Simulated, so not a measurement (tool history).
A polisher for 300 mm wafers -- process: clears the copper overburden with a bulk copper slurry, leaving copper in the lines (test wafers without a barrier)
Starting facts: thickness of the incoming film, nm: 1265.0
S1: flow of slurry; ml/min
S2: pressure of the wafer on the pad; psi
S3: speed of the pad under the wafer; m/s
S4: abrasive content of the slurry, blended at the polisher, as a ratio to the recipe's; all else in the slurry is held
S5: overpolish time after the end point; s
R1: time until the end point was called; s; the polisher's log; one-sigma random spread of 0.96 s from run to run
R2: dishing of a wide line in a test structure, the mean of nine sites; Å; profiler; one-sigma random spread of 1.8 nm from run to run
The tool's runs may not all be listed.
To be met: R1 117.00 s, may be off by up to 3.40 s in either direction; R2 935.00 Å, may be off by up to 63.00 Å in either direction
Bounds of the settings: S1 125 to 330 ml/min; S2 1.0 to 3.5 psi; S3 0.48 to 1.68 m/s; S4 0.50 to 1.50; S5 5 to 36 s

{"run": 1, "hour": 0.0, "S1": 210, "S2": 2.2, "S3": 1.08, "S4": 1.0, "S5": 18, "R1": 175.95, "R2": 699.58}
{"run": 2, "hour": 2.1, "S1": 215, "S2": 2.3, "S3": 1.08, "S4": 1.0, "S5": 18, "R1": 170.62, "R2": 696.11}
{"run": 3, "hour": 9.5, "S1": 215, "S2": 2.5, "S3": 1.08, "S4": 1.0, "S5": 18, "R1": 161.78, "R2": 724.81}
{"run": 4, "hour": 17.2, "S1": 215, "S2": 2.5, "S3": 1.08, "S4": 1.0, "S5": 25, "R1": 160.68, "R2": 884.76}
{"run": 5, "hour": 25.6, "S1": 215, "S2": 2.6, "S3": 1.08, "S4": 1.0, "S5": 24, "R1": 155.81, "R2": 914.22}
{"run": 6, "hour": 28.1, "S1": 215, "S2": 2.7, "S3": 1.08, "S4": 1.0, "S5": 23, "R1": 152.64, "R2": 914.05}
{"run": 7, "hour": 32.9, "S1": 250, "S2": 3.3, "S3": 1.1, "S4": 1.0, "S5": 16, "R1": 124.74, "R2": 824.4}
{"run": 8, "hour": 34.1, "S1": 250, "S2": 3.4, "S3": 1.1, "S4": 1.0, "S5": 17, "R1": 122.59, "R2": 860.76}

Below are 4 possible settings for the next run. Only one of them brings all results inside the allowed miss of their targets. Which is it?
{"run": "A", "hour": 35.3, "S1": 215, "S2": 3.5, "S3": 1.12, "S4": 1.15, "S5": 18, "R1": "?", "R2": "?"}
{"run": "B", "hour": 35.3, "S1": 235, "S2": 3.3, "S3": 1.08, "S4": 1.2, "S5": 15, "R1": "?", "R2": "?"}
{"run": "C", "hour": 35.3, "S1": 280, "S2": 3.3, "S3": 1.0, "S4": 1.1, "S5": 22, "R1": "?", "R2": "?"}
{"run": "D", "hour": 35.3, "S1": 230, "S2": 3.3, "S3": 1.28, "S4": 1.15, "S5": 13, "R1": "?", "R2": "?"}

move=A R1=117.33 R2=899.31
move=B R1=124.49 R2=763.11
move=C R1=134.12 R2=929.00
move=D R1=106.83 R2=768.25
A: each result inside its tolerance
B: further off than the last run
C: further off than the last run
D: takes the result that was furthest off past its target
Go with A: it meets all targets.
